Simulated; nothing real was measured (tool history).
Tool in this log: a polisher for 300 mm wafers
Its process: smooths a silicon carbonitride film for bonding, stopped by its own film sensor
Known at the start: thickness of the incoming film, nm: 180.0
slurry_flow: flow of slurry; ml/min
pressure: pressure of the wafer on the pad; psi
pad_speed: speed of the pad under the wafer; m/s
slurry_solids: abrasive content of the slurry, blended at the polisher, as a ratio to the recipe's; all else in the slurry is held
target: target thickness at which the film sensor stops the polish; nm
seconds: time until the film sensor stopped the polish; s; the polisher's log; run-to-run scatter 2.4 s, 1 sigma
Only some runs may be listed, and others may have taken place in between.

run  hour  slurry_flow  pressure  pad_speed  slurry_solids  target  seconds
  1   0.0          220       2.8       1.08           1.00     152   75.255
  2   1.2          165       2.8       1.08           1.00     152   79.040
  3   7.1          165       3.4       1.08           1.00     152   64.083
  4   9.3          165       3.4       1.08           1.00     151   65.896
     10.9  -- worn pad replaced by a new one
  5  10.9          165       3.2       1.06           1.00     151   64.726
  6  17.1          165       3.2       1.06           1.05     151   63.005

For run 7, what comes out?
  7  23.0          165       3.0       1.02           1.05     151        ?

Run 7 came out at seconds 68.396 s.
